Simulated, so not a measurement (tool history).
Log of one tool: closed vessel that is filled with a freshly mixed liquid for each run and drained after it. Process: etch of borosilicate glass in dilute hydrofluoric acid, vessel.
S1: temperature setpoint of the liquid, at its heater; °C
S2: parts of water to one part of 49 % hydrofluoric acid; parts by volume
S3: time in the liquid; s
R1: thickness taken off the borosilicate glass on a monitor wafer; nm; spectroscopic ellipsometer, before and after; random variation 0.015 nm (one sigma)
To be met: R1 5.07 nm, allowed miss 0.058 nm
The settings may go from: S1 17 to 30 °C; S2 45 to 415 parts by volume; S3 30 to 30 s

run  hour    S1   S2  S3      R1
  1     0    22  230  30  5.8085
  2   3.2    21  230  30  5.5857
  3  11.9  20.5  230  30  5.5048
  4  15.4    20  230  30  5.4054
  5  21.3    20  185  30  7.0108
  6  25.7    19  195  30  6.3447
  7  33.2  18.5  205  30   5.872
  8  37.6    18  210  30  5.5812
  9  38.7  17.5  215  30  5.3279

Which of these 5 next moves meets every target?
  A  39.8  17  225  30   ?
  B  39.8  18  235  30   ?
  C  39.8  19  240  30   ?
  D  39.8  17  215  30   ?
  E  39.8  17  220  30   ?

move      R1
   A  4.9567
   B  4.8905
   C  4.9536
   D   5.234
   E  5.0921
A: takes the result that was furthest off past its target
B: takes the result that was furthest off past its target
C: takes the result that was furthest off past its target
D: nearer than the last run, and not there yet
E: meets every target
Answer: E
